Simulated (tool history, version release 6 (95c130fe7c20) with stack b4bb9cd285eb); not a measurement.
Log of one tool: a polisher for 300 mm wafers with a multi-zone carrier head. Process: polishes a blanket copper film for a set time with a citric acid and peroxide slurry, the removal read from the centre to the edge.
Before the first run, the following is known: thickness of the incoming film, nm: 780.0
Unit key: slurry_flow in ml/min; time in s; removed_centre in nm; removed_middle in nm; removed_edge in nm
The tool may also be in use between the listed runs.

run  hour  slurry_flow  centre_zone  middle_zone  edge_zone  slurry_solids  time  removed_centre  removed_middle  removed_edge
  1     0          135            1            1          1              1    52          118.98          119.55        122.63
  2   3.7          135         1.06            1          1              1    52          126.91          118.56        123.48
  3   5.9          145         1.08         1.03       1.02            1.1    53           135.1          130.32        129.82
  4  10.3          150          1.1         1.03       1.04            1.2    54          144.04          136.19        134.96
  5  13.6          150          1.1         1.03       1.04              1    54          137.45          132.33        130.09
  6  16.5          165          1.1         1.03       1.04              1    54          143.34           132.2        132.26
  7  21.8          165          1.1         1.03       1.05            1.1    55          146.59           137.5         134.9
  8  28.4          160         1.11         1.03       1.06           1.15    57          156.06          146.06        146.52
  9  36.9          160         1.12         1.04       1.08            1.2    57          159.12          144.35        147.26

For run 10, what comes out?
 10  43.1          160         1.12         1.06       1.09           1.25    57               ?               ?             ?

Logged for run 10: removed_centre 156.86 nm, removed_middle 150.96 nm, removed_edge 148 nm.
